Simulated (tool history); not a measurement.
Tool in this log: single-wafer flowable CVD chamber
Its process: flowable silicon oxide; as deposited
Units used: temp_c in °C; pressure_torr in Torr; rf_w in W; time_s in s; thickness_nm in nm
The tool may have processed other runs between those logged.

run	hour	temp_c	pressure_torr	rf_w	time_s	thickness_nm
1	0.0	110	0.769	2650	552	241.51
2	3.4	120	0.769	2650	552	169.32
3	9.7	120	0.769	2650	552	169.63
4	11.7	116	0.769	2650	552	194.32
# hour 18.2: RF generator calibrated
5	18.2	113	0.769	2650	552	219.00
6	20.7	111	0.769	2650	552	231.72
7	22.9	109	0.769	2650	552	251.18
8	29.7	107	0.769	2650	552	268.68
9	32.6	106	0.769	2650	552	281.42
10	35.8	97	0.770	2650	552	394.03

The next listed run, before its measurement:
11	41.4	98	0.770	2650	552	?

Run 11 came out at thickness_nm 383.04 nm.

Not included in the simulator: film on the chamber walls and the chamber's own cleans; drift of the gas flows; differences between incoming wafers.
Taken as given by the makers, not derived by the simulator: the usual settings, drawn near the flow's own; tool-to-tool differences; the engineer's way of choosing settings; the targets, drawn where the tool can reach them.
